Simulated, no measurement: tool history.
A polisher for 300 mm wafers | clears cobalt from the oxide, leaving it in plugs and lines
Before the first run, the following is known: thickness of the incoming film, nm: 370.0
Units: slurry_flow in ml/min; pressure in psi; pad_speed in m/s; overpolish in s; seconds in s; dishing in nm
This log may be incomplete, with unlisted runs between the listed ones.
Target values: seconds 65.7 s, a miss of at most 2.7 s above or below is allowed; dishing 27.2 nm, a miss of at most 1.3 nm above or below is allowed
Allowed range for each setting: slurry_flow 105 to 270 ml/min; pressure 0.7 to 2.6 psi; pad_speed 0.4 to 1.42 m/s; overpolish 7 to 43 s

run 1 hour=0 | slurry_flow=175 pressure=1.6 pad_speed=0.9 overpolish=22 | seconds=76.291 dishing=39.614
run 2 hour=6.8 | slurry_flow=170 pressure=1.7 pad_speed=0.9 overpolish=18 | seconds=73.313 dishing=37.255
run 3 hour=9.2 | slurry_flow=170 pressure=1.7 pad_speed=0.9 overpolish=13 | seconds=73.716 dishing=33.23
run 4 hour=11.6 | slurry_flow=160 pressure=1.8 pad_speed=0.9 overpolish=11 | seconds=69.8 dishing=31.862
run 5 hour=20.2 | slurry_flow=160 pressure=1.8 pad_speed=0.7 overpolish=11 | seconds=90.221 dishing=27.757
run 6 hour=26.2 | slurry_flow=160 pressure=1.6 pad_speed=0.7 overpolish=11 | seconds=97.239 dishing=25.986
run 7 hour=30.7 | slurry_flow=145 pressure=1.9 pad_speed=0.7 overpolish=10 | seconds=86.121 dishing=25.897
run 8 hour=35.6 | slurry_flow=195 pressure=2.3 pad_speed=0.7 overpolish=8 | seconds=72.115 dishing=25.653
run 9 hour=41.8 | slurry_flow=195 pressure=2.3 pad_speed=0.7 overpolish=9 | seconds=73.061 dishing=27.651
run 10 hour=43.1 | slurry_flow=195 pressure=2.4 pad_speed=0.7 overpolish=9 | seconds=71.931 dishing=28.774
run 11 hour=46 | slurry_flow=205 pressure=2.1 pad_speed=0.94 overpolish=7 | seconds=59.009 dishing=27.045
run 12 hour=48.7 | slurry_flow=205 pressure=2 pad_speed=0.94 overpolish=7 | seconds=61.281 dishing=25.975
run 13 hour=50.1 | slurry_flow=200 pressure=2 pad_speed=0.94 overpolish=7 | seconds=59.86 dishing=25.87

Of the 4 settings listed for the next run, only one would bring every result within its allowed miss of target. Which one?
run A hour=51.5 | slurry_flow=180 pressure=1.6 pad_speed=1.02 overpolish=7 | seconds=? dishing=?
run B hour=51.5 | slurry_flow=235 pressure=2.4 pad_speed=0.74 overpolish=8 | seconds=? dishing=?
run C hour=51.5 | slurry_flow=195 pressure=2.1 pad_speed=0.94 overpolish=7 | seconds=? dishing=?
run D hour=51.5 | slurry_flow=245 pressure=1.6 pad_speed=0.94 overpolish=11 | seconds=? dishing=?

move=A seconds=66.606 dishing=24.501
move=B seconds=64.721 dishing=27.157
move=C seconds=58.154 dishing=26.696
move=D seconds=69.955 dishing=31.163
A: the furthest-off result lands on target, but another misses its tolerance
B: every result within its allowed miss
C: misses by more than the last run did
D: takes the result that was furthest off past its target
Go with B: it meets all targets.
